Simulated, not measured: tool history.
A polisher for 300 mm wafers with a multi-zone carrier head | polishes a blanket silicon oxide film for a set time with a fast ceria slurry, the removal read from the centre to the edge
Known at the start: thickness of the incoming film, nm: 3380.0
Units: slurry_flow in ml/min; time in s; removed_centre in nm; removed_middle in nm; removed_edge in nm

run  hour  slurry_flow  centre_zone  middle_zone  edge_zone  time  removed_centre  removed_middle  removed_edge
  1   0.0          210         1.00         1.00       1.00    60         1006.10          1031.7       1017.20
  2   8.2          205         0.99         1.01       0.99    60          967.89          1042.0        987.87
  3  14.8          205         0.99         1.01       0.91    60          995.28          1042.9        936.38
  4  16.4          205         0.99         1.01       0.91    68         1109.80          1178.6       1073.60
  5  22.6          205         0.92         1.01       0.91    68         1022.80          1162.3       1095.00
  6  28.4          205         0.92         1.01       0.98    68         1013.20          1177.9       1117.90
  7  35.0          200         0.91         1.01       0.97    67          995.90          1157.6       1091.70
  8  37.6          195         0.90         1.01       0.96    66          974.58          1143.5       1039.20
  9  43.5          195         0.89         1.01       0.96    65          924.90          1117.5       1052.60
 10  47.5          190         0.89         1.01       0.95    65          951.25          1108.4       1050.90
 11  56.0          190         0.89         1.02       0.94    64          925.42          1098.6       1032.40
 12  64.0          190         0.89         1.03       0.93    63          911.80          1105.1        997.38
 13  71.6          185         0.88         1.03       0.92    63          893.38          1104.6        974.64

The next listed run, before its measurement:
 14  76.0          180         0.88         1.03       0.91    63               ?               ?             ?

{"run 14": {"removed_centre": 889.96, "removed_middle": 1087.4, "removed_edge": 973.58}}
